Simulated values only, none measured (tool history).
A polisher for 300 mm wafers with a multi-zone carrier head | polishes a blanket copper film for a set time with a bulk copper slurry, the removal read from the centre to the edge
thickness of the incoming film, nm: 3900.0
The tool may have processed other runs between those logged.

run	day	flow of slurry (ml/min)	pressure of the head's centre zone	pressure of the head's middle zone	pressure of the head's edge zone	abrasive content of the slurry	polishing time (s)	film removed at the wafer's centre (angstrom)	film removed at mid-radius (angstrom)	film removed at the wafer's edge (angstrom)
1	0	280	1	1	1	1	47	3450.4	3296.6	3398.7
2	0.158	280	1.08	1	1	1	47	3577.4	3297.1	3448.6
3	0.212	295	1.02	1.05	1.01	1.15	49	3777.3	3768.9	3737.5
4	0.567	295	0.95	1.05	1.01	1.15	49	3534.9	3777.9	3779.4
# day 0.833: worn pad replaced by a new one
5	0.833	295	0.95	1.11	1.01	1.15	49	3746.3	4227.7	3979.9
6	1.1	305	0.94	1.13	1	1.2	49	3798.4	4296.2	3996
7	1.292	305	0.94	1.13	1	1.2	49	3807.2	4301.6	3977

What does the tool deliver on the next run?
8	1.512	305	0.94	1.13	1	1.2	49	?	?	?

{"run 8": {"film removed at the wafer's centre (angstrom)": 3795.1, "film removed at mid-radius (angstrom)": 4331.6, "film removed at the wafer's edge (angstrom)": 3983.2}}
